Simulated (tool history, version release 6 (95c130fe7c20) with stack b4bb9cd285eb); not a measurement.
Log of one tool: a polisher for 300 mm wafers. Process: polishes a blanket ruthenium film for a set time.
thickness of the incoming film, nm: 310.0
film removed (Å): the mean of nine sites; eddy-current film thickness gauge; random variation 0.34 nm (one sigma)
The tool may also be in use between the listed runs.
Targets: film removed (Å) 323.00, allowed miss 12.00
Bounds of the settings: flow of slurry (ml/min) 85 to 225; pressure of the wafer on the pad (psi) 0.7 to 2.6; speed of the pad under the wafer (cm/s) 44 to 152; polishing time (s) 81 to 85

run	day	flow of slurry (ml/min)	pressure of the wafer on the pad (psi)	speed of the pad under the wafer (cm/s)	polishing time (s)	film removed (Å)
1	0.000	145	1.6	98	81	635.82
2	0.225	145	1.9	98	81	754.10
3	0.546	140	1.5	94	81	572.79
4	0.917	140	1.5	82	81	504.37
5	1.225	135	1.3	82	81	443.39
6	1.579	135	1.3	82	81	435.68
7	1.746	130	1.2	82	81	396.24
8	2.042	120	1.1	82	81	365.73
9	2.083	110	1.1	82	81	368.92

4 next moves are on the table. One of them brings every result within its allowed miss. Which?
A	2.125	115	1.0	78	82	?
B	2.125	130	1.1	78	81	?
C	2.125	120	1.1	78	81	?
D	2.125	140	1.5	58	82	?

move	film removed (Å)
A	326.82
B	364.12
C	357.38
D	400.98
A: meets every target
B: nearer than the last run, and not there yet
C: nearer than the last run, and not there yet
D: further off than the last run
Move A is the one to make.
